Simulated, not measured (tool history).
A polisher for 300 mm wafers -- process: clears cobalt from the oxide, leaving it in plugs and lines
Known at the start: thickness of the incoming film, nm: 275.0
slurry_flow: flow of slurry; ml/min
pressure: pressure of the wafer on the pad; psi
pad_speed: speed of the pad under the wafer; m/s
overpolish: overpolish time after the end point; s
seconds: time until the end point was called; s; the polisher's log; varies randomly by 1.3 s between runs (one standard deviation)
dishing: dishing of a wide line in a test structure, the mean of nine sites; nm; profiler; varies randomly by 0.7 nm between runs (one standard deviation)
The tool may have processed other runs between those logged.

run,hour,slurry_flow,pressure,pad_speed,overpolish,seconds,dishing
1,0.0,205,1.2,1.24,21,66.507,46.646
2,2.6,205,1.2,1.24,30,64.281,52.670
3,5.4,205,1.2,1.24,23,64.955,46.858
4,14.2,205,1.2,1.24,18,65.258,44.747
5,19.6,205,1.0,1.24,18,73.655,39.156
6,24.9,205,0.8,1.24,18,96.009,34.529
7,25.5,205,1.0,1.26,8,75.103,22.611

Run 8 comes next. What will it give?
8,28.4,205,1.0,1.26,10,?,?

seconds: 74.396 s
dishing: 26.068 nm

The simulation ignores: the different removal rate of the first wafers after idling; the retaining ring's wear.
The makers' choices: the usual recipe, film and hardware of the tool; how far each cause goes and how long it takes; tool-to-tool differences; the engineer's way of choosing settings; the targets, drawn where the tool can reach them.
